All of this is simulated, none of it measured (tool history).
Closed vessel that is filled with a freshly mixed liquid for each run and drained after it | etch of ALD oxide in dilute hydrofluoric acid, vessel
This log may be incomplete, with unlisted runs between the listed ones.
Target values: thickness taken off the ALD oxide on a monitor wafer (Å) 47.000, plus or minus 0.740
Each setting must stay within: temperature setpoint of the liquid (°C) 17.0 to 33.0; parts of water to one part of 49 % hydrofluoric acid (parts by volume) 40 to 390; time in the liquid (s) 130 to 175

run  hour  temperature setpoint of the liquid (°C)  parts of water to one part of 49 % hydrofluoric acid (parts by volume)  time in the liquid (s)  thickness taken off the ALD oxide on a monitor wafer (Å)
  1   0.0                                     25.0                                                                     215                     175                                                   108.190
  2   8.0                                     22.5                                                                     245                     175                                                    83.736
  3  10.9                                     22.5                                                                     180                     175                                                   121.500
  4  13.8                                     25.5                                                                     180                     175                                                   137.340
  5  18.8                                     23.0                                                                     220                     175                                                    97.510
  6  23.3                                     21.5                                                                     245                     175                                                    80.311
  7  30.9                                     20.0                                                                     265                     175                                                    69.199
  8  34.1                                     19.0                                                                     280                     175                                                    62.238
  9  42.6                                     18.5                                                                     290                     175                                                    58.810
 10  51.0                                     18.0                                                                     300                     175                                                    55.263
 11  53.5                                     17.5                                                                     310                     175                                                    51.748
 12  59.2                                     17.5                                                                     315                     175                                                    50.971

Which of these 5 next moves meets every target?
  A  64.9                                     17.0                                                                     280                     175                                                         ?
  B  64.9                                     18.0                                                                     340                     175                                                         ?
  C  64.9                                     17.0                                                                     335                     170                                                         ?
  D  64.9                                     18.5                                                                     305                     170                                                         ?
  E  64.9                                     17.5                                                                     295                     175                                                         ?

move  thickness taken off the ALD oxide on a monitor wafer (Å)
   A                                                    58.265
   B                                                    47.212
   C                                                    45.096
   D                                                    53.687
   E                                                    55.589
A: moves away from the targets compared with the last run
B: each result inside its tolerance
C: takes the result that was furthest off past its target
D: moves away from the targets compared with the last run
E: moves away from the targets compared with the last run
The move that meets every target is B.
